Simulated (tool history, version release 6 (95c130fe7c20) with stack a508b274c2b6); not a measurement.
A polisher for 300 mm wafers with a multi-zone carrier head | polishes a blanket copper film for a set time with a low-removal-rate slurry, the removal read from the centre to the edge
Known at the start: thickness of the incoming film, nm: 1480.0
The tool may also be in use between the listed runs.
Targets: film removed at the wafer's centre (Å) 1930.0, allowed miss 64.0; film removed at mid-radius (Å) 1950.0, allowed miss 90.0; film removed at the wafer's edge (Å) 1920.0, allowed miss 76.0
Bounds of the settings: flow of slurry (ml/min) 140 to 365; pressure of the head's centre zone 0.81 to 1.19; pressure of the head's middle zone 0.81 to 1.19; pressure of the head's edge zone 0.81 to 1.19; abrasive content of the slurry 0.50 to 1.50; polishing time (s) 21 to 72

run,day,flow of slurry (ml/min),pressure of the head's centre zone,pressure of the head's middle zone,pressure of the head's edge zone,abrasive content of the slurry,polishing time (s),film removed at the wafer's centre (Å),film removed at mid-radius (Å),film removed at the wafer's edge (Å)
1,0.000,235,1.00,1.00,1.00,1.00,46,1362.5,1313.3,1352.0
2,0.075,240,1.01,1.02,1.02,1.10,48,1443.7,1428.9,1456.4
3,0.142,240,1.01,0.99,1.02,1.10,48,1445.9,1384.4,1455.7
4,0.338,240,1.05,0.99,1.02,1.10,48,1532.7,1380.8,1486.9
5,0.633,240,1.05,0.99,1.02,1.00,48,1497.3,1367.4,1450.4
6,0.692,245,1.06,1.02,1.04,1.10,49,1569.9,1409.6,1504.8
7,1.029,245,1.05,1.03,1.03,1.15,51,1649.3,1576.8,1588.8
8,1.100,245,1.05,1.04,1.05,1.20,52,1676.5,1584.8,1613.0

Which of these 5 next moves meets every target?
A,1.171,325,1.00,1.06,1.00,1.15,61,?,?,?
B,1.171,215,1.13,1.02,1.08,1.25,61,?,?,?
C,1.171,290,1.03,0.97,1.08,1.25,58,?,?,?
D,1.171,160,1.14,0.91,1.19,0.95,44,?,?,?
E,1.171,250,0.95,0.95,1.18,1.05,62,?,?,?

move,film removed at the wafer's centre (Å),film removed at mid-radius (Å),film removed at the wafer's edge (Å)
A,1885.1,1933.3,1930.4
B,2052.5,1829.9,1965.1
C,1853.8,1758.9,1923.5
D,1331.4,1113.2,1357.7
E,1730.3,1765.0,2051.0
A: meets every target
B: nearer than the last run, and not there yet
C: nearer than the last run, and not there yet
D: further off than the last run
E: nearer than the last run, and not there yet
Answer: A

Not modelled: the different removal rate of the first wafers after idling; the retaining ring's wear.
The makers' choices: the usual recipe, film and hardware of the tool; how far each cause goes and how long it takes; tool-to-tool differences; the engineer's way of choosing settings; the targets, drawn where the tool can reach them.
